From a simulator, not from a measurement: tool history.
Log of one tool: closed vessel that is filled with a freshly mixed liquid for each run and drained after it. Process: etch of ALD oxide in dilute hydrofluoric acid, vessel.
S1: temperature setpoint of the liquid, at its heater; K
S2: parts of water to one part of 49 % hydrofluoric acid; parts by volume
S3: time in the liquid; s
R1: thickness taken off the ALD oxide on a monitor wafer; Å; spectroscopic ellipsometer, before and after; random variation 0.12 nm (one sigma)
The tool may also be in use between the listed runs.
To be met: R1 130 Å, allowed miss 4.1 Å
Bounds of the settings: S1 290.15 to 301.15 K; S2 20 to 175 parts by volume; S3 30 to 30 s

run	hour	S1	S2	S3	R1
1	0	293.15	95	30	58.165
2	0.8	295.15	85	30	73.16
3	8.6	296.65	80	30	82.212
4	12	297.65	75	30	91.641
5	18.1	295.65	75	30	84.117
6	25.9	295.65	75	30	82.938
7	33.3	297.15	70	30	96.898
8	35.3	298.15	65	30	109.06
9	36.9	299.15	65	30	112
10	41.6	299.65	65	30	116.59
11	46.7	300.15	65	30	118.81
12	53.5	300.65	65	30	120.26

4 next moves are on the table. One of them brings every result within its allowed miss. Which?
A	60.3	300.65	55	30	?
B	60.3	299.65	55	30	?
C	60.3	298.15	65	30	?
D	60.3	300.65	60	30	?

move	R1
A	145.38
B	139.68
C	109.76
D	132.32
A: takes the result that was furthest off past its target
B: takes the result that was furthest off past its target
C: further off than the last run
D: meets every target
Move D is the one to make.
